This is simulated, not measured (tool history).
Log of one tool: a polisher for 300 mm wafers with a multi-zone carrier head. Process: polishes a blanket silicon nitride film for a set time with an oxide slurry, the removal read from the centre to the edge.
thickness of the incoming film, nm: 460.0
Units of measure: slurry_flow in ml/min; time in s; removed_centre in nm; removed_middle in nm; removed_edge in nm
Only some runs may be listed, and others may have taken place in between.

run,hour,slurry_flow,centre_zone,middle_zone,edge_zone,slurry_solids,time,removed_centre,removed_middle,removed_edge
1,0,235,1,1,1,1,75,85.284,76.626,81.16
2,5.9,230,0.99,0.98,1,0.95,74,79.662,72.894,79.242
3,6.4,230,0.99,0.96,0.99,0.9,73,76.62,68.618,73.014
4,7.6,230,0.99,0.96,0.99,1.05,73,81.096,73.736,79.096
5,15.5,230,0.99,0.96,1.04,1.05,73,82.588,74.195,82.672
6,18.4,225,0.98,0.94,1.04,1,73,77.898,70.48,80.877
7,23.5,220,0.98,0.92,1.03,0.95,73,77.427,68.375,74.131

Expected results for the next run?
8,27.8,235,0.97,0.91,1.05,0.9,72,?,?,?

Logged for run 8: removed_centre 74.186 nm, removed_middle 66.061 nm, removed_edge 75.181 nm.

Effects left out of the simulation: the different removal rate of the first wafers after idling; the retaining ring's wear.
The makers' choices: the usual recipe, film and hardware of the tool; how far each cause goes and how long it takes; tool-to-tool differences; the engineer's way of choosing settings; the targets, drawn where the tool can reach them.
